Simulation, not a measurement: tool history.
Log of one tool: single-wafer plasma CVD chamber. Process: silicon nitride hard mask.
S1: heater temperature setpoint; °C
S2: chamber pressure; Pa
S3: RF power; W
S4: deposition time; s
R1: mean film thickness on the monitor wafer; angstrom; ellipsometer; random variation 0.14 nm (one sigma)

{"run": 1, "day": 0.0, "S1": 420, "S2": 165, "S3": 360, "S4": 44.7, "R1": 471.95}
{"run": 2, "day": 0.162, "S1": 420, "S2": 165, "S3": 310, "S4": 44.7, "R1": 414.29}
{"run": 3, "day": 0.379, "S1": 426, "S2": 165, "S3": 310, "S4": 44.7, "R1": 413.1}
{"run": 4, "day": 0.733, "S1": 426, "S2": 173, "S3": 320, "S4": 44.7, "R1": 429.78}
{"run": 5, "day": 0.825, "S1": 426, "S2": 173, "S3": 320, "S4": 44.7, "R1": 431.62}
{"day": 1.046, "done": "thermocouple changed; heater temperature recalibrated"}
{"run": 6, "day": 1.046, "S1": 426, "S2": 180, "S3": 325, "S4": 44.7, "R1": 444.2}
{"run": 7, "day": 1.146, "S1": 426, "S2": 187, "S3": 330, "S4": 44.7, "R1": 458.07}
{"run": 8, "day": 1.512, "S1": 426, "S2": 192, "S3": 335, "S4": 44.7, "R1": 469.03}
{"run": 9, "day": 1.629, "S1": 426, "S2": 197, "S3": 335, "S4": 44.7, "R1": 473.99}
{"run": 10, "day": 1.829, "S1": 426, "S2": 231, "S3": 375, "S4": 44.7, "R1": 545.92}
{"run": 11, "day": 1.892, "S1": 426, "S2": 229, "S3": 375, "S4": 44.7, "R1": 547.32}

Run 12 comes next. What will it give?
{"run": 12, "day": 2.188, "S1": 426, "S2": 228, "S3": 375, "S4": 44.7, "R1": "?"}

{"run 12": {"R1": 546.08}}
